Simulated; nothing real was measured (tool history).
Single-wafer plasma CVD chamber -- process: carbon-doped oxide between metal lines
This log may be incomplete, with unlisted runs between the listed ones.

run	day	heater temperature setpoint (K)	chamber pressure (Pa)	RF power (W)	deposition time (s)	mean film thickness on the monitor wafer (angstrom)
1	0	633.15	739	565	18.6	1084.6
2	0.075	633.15	739	565	18.6	1074.8
3	0.225	633.15	661	565	18.6	1075.3
4	0.392	633.15	661	595	18.6	1109.9
5	0.708	633.15	711	595	18.6	1121.3
6	0.879	634.15	704	565	18.5	1071.7
7	1.171	634.15	700	540	18.4	1025.9
8	1.325	635.15	692	525	18.3	1000.9
9	1.504	636.15	685	510	18.3	970.11
10	1.675	643.15	581	460	18.2	854.77
11	1.842	642.15	588	460	18.2	855.57

Run 12 comes next. What will it give?
12	2.008	641.15	595	460	18.2	?

mean film thickness on the monitor wafer (angstrom): 853.3

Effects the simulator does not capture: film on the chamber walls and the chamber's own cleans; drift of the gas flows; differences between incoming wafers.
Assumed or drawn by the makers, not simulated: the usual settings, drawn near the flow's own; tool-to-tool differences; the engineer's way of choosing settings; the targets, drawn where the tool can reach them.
